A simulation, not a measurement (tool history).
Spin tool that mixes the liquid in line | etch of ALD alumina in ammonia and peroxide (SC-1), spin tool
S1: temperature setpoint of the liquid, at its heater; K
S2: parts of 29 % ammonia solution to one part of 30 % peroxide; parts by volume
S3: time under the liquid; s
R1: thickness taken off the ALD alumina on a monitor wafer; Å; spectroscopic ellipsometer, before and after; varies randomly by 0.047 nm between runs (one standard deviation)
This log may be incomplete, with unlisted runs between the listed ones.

run	day	S1	S2	S3	R1
1	0.000	324.15	0.50	95	46.160
2	0.275	324.15	0.65	95	47.411
3	0.350	324.15	0.50	95	46.769
4	0.654	325.15	0.50	95	48.603
5	0.717	326.15	0.50	95	51.851
6	0.825	326.65	0.50	95	52.779
7	1.125	327.15	0.50	95	54.024
8	1.271	327.65	0.50	95	56.009

Expected results for the next run?
9	1.338	328.15	0.50	95	?

Run 9 came out at R1 57.909 Å.
